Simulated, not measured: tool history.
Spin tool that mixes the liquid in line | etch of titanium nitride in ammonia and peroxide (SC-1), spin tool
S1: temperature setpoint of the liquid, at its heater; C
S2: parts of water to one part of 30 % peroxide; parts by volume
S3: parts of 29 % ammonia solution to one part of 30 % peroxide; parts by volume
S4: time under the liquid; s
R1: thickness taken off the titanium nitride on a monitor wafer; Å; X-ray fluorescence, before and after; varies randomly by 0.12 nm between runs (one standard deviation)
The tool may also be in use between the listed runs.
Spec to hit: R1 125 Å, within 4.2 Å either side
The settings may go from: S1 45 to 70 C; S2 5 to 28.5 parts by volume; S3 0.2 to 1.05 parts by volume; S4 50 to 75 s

run  hour    S1    S2    S3  S4      R1
  1     0    61  15.5  0.55  75  77.306
  2   2.3    58  15.5  0.55  75   65.13
  3   6.7    58  15.5  0.55  50  42.179
  4   7.7  61.5  15.5  0.55  50  53.404
  5  13.8  62.5    14  0.55  50   60.45
  6  16.7  62.5    14  0.75  50  64.561
  7  19.1  63.5    13  0.75  50  70.184
  8  27.4  64.5    12  0.75  50  79.584
  9  33.4    65  11.5  0.75  50  81.858
 10  40.4  65.5    11  0.75  50  87.979
 11    46    66  10.5  0.75  50  94.233
 12  50.9  66.5  10.5  0.75  50  96.299
 13  56.6    67  10.5  0.75  50  96.929
 14  61.9    67  10.5  0.75  50  98.149
 15  67.3  67.5  10.5  0.75  50  100.71
 16  74.6    68  10.5  0.75  50   105.7
 17  78.3  68.5  10.5  0.75  50  107.04

4 candidate next runs follow, results not yet known. Just one meets every target within its allowed miss. Identify it.
  A    82  68.5    15  1.05  50   ?
  B    82    64     9   0.8  70   ?
  C    82  66.5  11.5   0.8  75   ?
  D    82  67.5    13  0.65  50   ?

move      R1
   A  94.093
   B  123.48
   C  136.86
   D   87.96
A: its largest miss is bigger than the last run's
B: all results land within tolerance of their targets
C: takes the biggest miss from the last run beyond its target
D: its largest miss is bigger than the last run's
Answer: B

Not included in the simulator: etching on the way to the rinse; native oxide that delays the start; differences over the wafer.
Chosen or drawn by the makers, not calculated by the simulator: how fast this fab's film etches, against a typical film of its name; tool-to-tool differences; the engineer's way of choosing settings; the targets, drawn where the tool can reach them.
